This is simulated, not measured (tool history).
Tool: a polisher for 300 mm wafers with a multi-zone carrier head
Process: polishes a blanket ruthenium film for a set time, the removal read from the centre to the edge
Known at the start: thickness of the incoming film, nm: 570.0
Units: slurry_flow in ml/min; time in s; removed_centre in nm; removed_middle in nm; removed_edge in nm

run 1 hour=0.0 | slurry_flow=225 centre_zone=1.00 middle_zone=1.00 edge_zone=1.00 time=67 | removed_centre=91.329 removed_middle=91.893 removed_edge=95.224
run 2 hour=4.1 | slurry_flow=235 centre_zone=1.02 middle_zone=1.03 edge_zone=1.01 time=70 | removed_centre=98.742 removed_middle=98.596 removed_edge=100.700
run 3 hour=11.7 | slurry_flow=245 centre_zone=1.03 middle_zone=1.05 edge_zone=1.01 time=73 | removed_centre=104.420 removed_middle=105.330 removed_edge=103.890
run 4 hour=19.6 | slurry_flow=245 centre_zone=1.03 middle_zone=1.05 edge_zone=1.08 time=73 | removed_centre=104.860 removed_middle=105.590 removed_edge=105.830
-- hour=22.7 worn pad replaced by a new one
run 5 hour=22.7 | slurry_flow=245 centre_zone=1.03 middle_zone=0.98 edge_zone=1.08 time=73 | removed_centre=113.970 removed_middle=108.970 removed_edge=114.560
run 6 hour=25.6 | slurry_flow=245 centre_zone=0.98 middle_zone=0.98 edge_zone=1.08 time=73 | removed_centre=106.690 removed_middle=109.500 removed_edge=114.930
run 7 hour=30.0 | slurry_flow=260 centre_zone=0.99 middle_zone=1.00 edge_zone=1.09 time=75 | removed_centre=112.500 removed_middle=114.870 removed_edge=119.510

Forecast run 8:
run 8 hour=37.5 | slurry_flow=300 centre_zone=1.09 middle_zone=1.10 edge_zone=1.09 time=86 | removed_centre=? removed_middle=? removed_edge=?

removed_centre: 144.960 nm
removed_middle: 144.100 nm
removed_edge: 136.380 nm
